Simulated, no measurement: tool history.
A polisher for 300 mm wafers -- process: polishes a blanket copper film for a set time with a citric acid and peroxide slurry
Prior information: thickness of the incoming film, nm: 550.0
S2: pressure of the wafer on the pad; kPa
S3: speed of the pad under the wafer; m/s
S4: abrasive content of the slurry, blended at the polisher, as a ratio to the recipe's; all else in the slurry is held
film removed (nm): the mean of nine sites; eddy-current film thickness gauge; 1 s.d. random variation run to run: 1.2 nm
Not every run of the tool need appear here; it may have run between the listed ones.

Run 1, hour 0.0: flow of slurry (ml/min) 235, S2 19.3 kPa, S3 0.82 m/s, S4 1.0, polishing time (s) 37. Result: film removed (nm) 61.753.
Run 2, hour 6.7: flow of slurry (ml/min) 235, S2 20.7 kPa, S3 0.82 m/s, S4 1.0, polishing time (s) 37. Result: film removed (nm) 66.519.
Run 3, hour 7.5: flow of slurry (ml/min) 235, S2 20.7 kPa, S3 0.66 m/s, S4 1.0, polishing time (s) 37. Result: film removed (nm) 53.584.
Run 4, hour 9.9: flow of slurry (ml/min) 235, S2 22.1 kPa, S3 0.68 m/s, S4 1.0, polishing time (s) 37. Result: film removed (nm) 57.574.
Run 5, hour 17.4: flow of slurry (ml/min) 180, S2 22.1 kPa, S3 0.68 m/s, S4 1.0, polishing time (s) 37. Result: film removed (nm) 57.426.
Run 6, hour 22.3: flow of slurry (ml/min) 150, S2 22.1 kPa, S3 0.68 m/s, S4 1.0, polishing time (s) 37. Result: film removed (nm) 57.462.
Run 7, hour 24.4: flow of slurry (ml/min) 150, S2 23.4 kPa, S3 0.72 m/s, S4 1.0, polishing time (s) 37. Result: film removed (nm) 64.115.
Run 8, hour 29.6: flow of slurry (ml/min) 150, S2 24.1 kPa, S3 0.74 m/s, S4 1.0, polishing time (s) 37. Result: film removed (nm) 68.142.
Run 9, hour 33.1: flow of slurry (ml/min) 150, S2 24.8 kPa, S3 0.76 m/s, S4 1.0, polishing time (s) 37. Result: film removed (nm) 70.251.
Run 10, hour 36.1: flow of slurry (ml/min) 150, S2 25.5 kPa, S3 0.80 m/s, S4 1.0, polishing time (s) 37. Result: film removed (nm) 75.340.
Run 11, hour 39.3: flow of slurry (ml/min) 150, S2 26.2 kPa, S3 0.82 m/s, S4 1.0, polishing time (s) 37. Result: film removed (nm) 79.308.
At hour 40.3: head pressure recalibrated.
Run 12, hour 40.3: flow of slurry (ml/min) 150, S2 26.9 kPa, S3 0.84 m/s, S4 1.0, polishing time (s) 37. Result: film removed (nm) 80.442.
Run 13, hour 47.2: flow of slurry (ml/min) 150, S2 27.6 kPa, S3 0.88 m/s, S4 1.0, polishing time (s) 37. Result: film removed (nm) 86.617.
Run 14, hour 50.4: flow of slurry (ml/min) 150, S2 27.6 kPa, S3 0.88 m/s, S4 1.0, polishing time (s) 37. Result: film removed (nm) 85.072.
Run 15, hour 55.3: flow of slurry (ml/min) 150, S2 28.3 kPa, S3 0.90 m/s, S4 1.0, polishing time (s) 37. Result: film removed (nm) 87.644.
Run 16, hour 63.9: flow of slurry (ml/min) 150, S2 28.3 kPa, S3 0.92 m/s, S4 1.0, polishing time (s) 37. Result: film removed (nm) 90.888.
Run 17, hour 66.3: flow of slurry (ml/min) 150, S2 28.3 kPa, S3 0.94 m/s, S4 1.0, polishing time (s) 37. Result: film removed (nm) 93.214.
Run 18, hour 74.4: flow of slurry (ml/min) 150, S2 28.3 kPa, S3 0.96 m/s, S4 1.0, polishing time (s) 37. Result: film removed (nm) 95.295.

What does the tool deliver on the next run?
Run 19, hour 75.7: flow of slurry (ml/min) 150, S2 28.3 kPa, S3 0.98 m/s, S4 1.0, polishing time (s) 37. Result: film removed (nm) ?.

Run 19 came out at film removed (nm) 95.299.
